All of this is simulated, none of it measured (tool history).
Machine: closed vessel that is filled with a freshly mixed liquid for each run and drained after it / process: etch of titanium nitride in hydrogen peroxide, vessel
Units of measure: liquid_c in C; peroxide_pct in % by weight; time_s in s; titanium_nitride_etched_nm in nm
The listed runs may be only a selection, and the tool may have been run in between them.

run 1 hour=0 | liquid_c=53 peroxide_pct=15.5 time_s=115 | titanium_nitride_etched_nm=7.5957
run 2 hour=2.2 | liquid_c=56.5 peroxide_pct=15.5 time_s=115 | titanium_nitride_etched_nm=9.7938
run 3 hour=6.6 | liquid_c=55 peroxide_pct=15.5 time_s=115 | titanium_nitride_etched_nm=8.7648
run 4 hour=13.1 | liquid_c=55 peroxide_pct=15.5 time_s=115 | titanium_nitride_etched_nm=8.8672
run 5 hour=20.1 | liquid_c=55 peroxide_pct=15.5 time_s=125 | titanium_nitride_etched_nm=9.5897
run 6 hour=24.1 | liquid_c=55 peroxide_pct=15.5 time_s=115 | titanium_nitride_etched_nm=8.8405

What will run 7 give?
run 7 hour=31.3 | liquid_c=49.5 peroxide_pct=15.5 time_s=115 | titanium_nitride_etched_nm=?

Run 7 came out at titanium_nitride_etched_nm 5.972 nm.

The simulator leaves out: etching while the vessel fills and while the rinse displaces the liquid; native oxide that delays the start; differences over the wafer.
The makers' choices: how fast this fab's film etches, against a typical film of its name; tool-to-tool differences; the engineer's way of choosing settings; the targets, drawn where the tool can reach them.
